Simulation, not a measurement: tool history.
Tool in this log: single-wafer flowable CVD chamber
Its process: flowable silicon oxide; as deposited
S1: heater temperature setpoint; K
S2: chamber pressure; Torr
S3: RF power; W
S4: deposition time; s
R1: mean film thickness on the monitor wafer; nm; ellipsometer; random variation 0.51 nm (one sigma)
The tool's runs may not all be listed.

| run | hour | S1 | S2 | S3 | S4 | R1 |
|---|---|---|---|---|---|---|
| 1 | 0.0 | 383.15 | 0.722 | 2235 | 746 | 302.08 |
| 2 | 4.6 | 383.15 | 0.722 | 2235 | 769 | 310.24 |
| 3 | 7.9 | 383.15 | 0.722 | 2420 | 769 | 314.55 |
| 4 | 8.5 | 383.15 | 0.812 | 2420 | 769 | 355.12 |
| 5 | 13.3 | 383.15 | 0.719 | 2420 | 769 | 314.18 |
| 6 | 16.7 | 389.15 | 0.717 | 2420 | 769 | 263.42 |

Predict the results of run 7:
|  | 21.7 | RF generator calibrated |
| 7 | 21.7 | 394.15 | 0.716 | 2420 | 769 | ? |

For run 7 the tool returned R1 231.79 nm.
